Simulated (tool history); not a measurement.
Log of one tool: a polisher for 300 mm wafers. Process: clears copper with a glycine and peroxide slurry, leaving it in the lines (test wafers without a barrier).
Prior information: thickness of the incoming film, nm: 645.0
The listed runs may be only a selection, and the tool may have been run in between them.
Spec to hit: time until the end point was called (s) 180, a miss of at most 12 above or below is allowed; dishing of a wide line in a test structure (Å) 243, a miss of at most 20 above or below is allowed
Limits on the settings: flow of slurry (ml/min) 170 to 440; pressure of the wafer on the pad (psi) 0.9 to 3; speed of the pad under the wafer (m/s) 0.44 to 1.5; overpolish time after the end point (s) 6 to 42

run	hour	flow of slurry (ml/min)	pressure of the wafer on the pad (psi)	speed of the pad under the wafer (m/s)	overpolish time after the end point (s)	time until the end point was called (s)	dishing of a wide line in a test structure (Å)
1	0	280	1.9	0.96	21	164.02	466.14
2	7.2	280	1.8	0.96	17	180.9	380.43
3	11.3	340	1.8	0.96	17	175.24	397.54
4	12	310	1.8	0.98	14	173.63	336.49
5	17	310	1.3	0.98	14	220.63	254.85
6	24.3	310	1.3	0.98	21	224.2	358.68
7	33.4	310	1.7	1.06	11	179.86	268.38
8	41.5	310	1.7	1.06	11	174.36	273.95

4 candidate next runs follow, results not yet known. Just one meets every target within its allowed miss. Identify it.
A	49.6	325	1.7	1	12	?	?
B	49.6	345	1.4	1.36	10	?	?
C	49.6	325	1.8	1.18	11	?	?
D	49.6	320	1.9	0.86	13	?	?

move	time until the end point was called (s)	dishing of a wide line in a test structure (Å)
A	184.17	276.61
B	179.88	238.26
C	161.96	286.25
D	182.94	299.81
A: misses by more than the last run did
B: every result within its allowed miss
C: misses by more than the last run did
D: misses by more than the last run did
Go with B: it meets all targets.
